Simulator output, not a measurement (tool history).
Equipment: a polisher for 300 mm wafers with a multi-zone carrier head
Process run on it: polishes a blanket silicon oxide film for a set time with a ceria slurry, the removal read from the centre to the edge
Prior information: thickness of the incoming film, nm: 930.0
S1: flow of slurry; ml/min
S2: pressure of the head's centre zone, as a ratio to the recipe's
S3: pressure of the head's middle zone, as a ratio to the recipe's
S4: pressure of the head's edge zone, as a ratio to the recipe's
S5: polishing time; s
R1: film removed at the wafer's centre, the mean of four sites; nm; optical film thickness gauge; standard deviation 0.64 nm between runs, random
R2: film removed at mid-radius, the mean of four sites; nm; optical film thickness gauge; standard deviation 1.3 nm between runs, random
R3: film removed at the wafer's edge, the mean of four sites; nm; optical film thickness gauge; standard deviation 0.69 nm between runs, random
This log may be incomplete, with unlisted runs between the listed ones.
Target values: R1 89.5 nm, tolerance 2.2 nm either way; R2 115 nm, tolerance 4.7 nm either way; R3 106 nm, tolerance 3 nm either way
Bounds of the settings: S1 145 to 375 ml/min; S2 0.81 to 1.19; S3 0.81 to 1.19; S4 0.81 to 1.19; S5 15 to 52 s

run,hour,S1,S2,S3,S4,S5,R1,R2,R3
1,0,240,1,1,1,33,126.12,124.12,129.5
2,3.9,240,1,1,1,30,112.58,112.53,117.39
3,12,235,0.97,1.01,0.98,30,111.57,114.42,115.44
4,20.5,235,1.05,1.01,0.98,30,119.93,111.68,116.49
5,27.1,230,1.01,1.02,0.98,30,113.85,115.32,113.98
6,33.7,230,1.01,1.02,1.01,30,114.68,113.76,117.56
7,39.8,225,0.98,1.02,1,30,111.25,113.67,116.43
# hour 45.6: worn pad replaced by a new one
8,45.6,180,0.88,1.09,0.91,29,96.941,120.46,110.53
9,51.5,180,0.87,1.08,0.9,29,97.062,118.58,110.99
10,56.6,180,0.86,1.08,0.89,29,95.356,116.25,110.61

Exercise: of the 4 proposed moves below, exactly one satisfies all targets within the stated allowed misses. Which move is it?
A,61.7,215,0.87,0.93,0.84,28,?,?,?
B,61.7,200,0.86,0.95,0.97,28,?,?,?
C,61.7,235,0.82,1.07,0.88,27,?,?,?
D,61.7,180,0.84,0.95,0.88,28,?,?,?

move,R1,R2,R3
A,96.619,104.12,106.81
B,94.301,104.78,112
C,89.111,114.49,105.64
D,90.195,102.88,106.32
A: the biggest miss grows against the last run
B: better than the last run, though not everything is in spec
C: each result inside its tolerance
D: puts the biggest miss on target and leaves a different result outside tolerance
The move that meets every target is C.
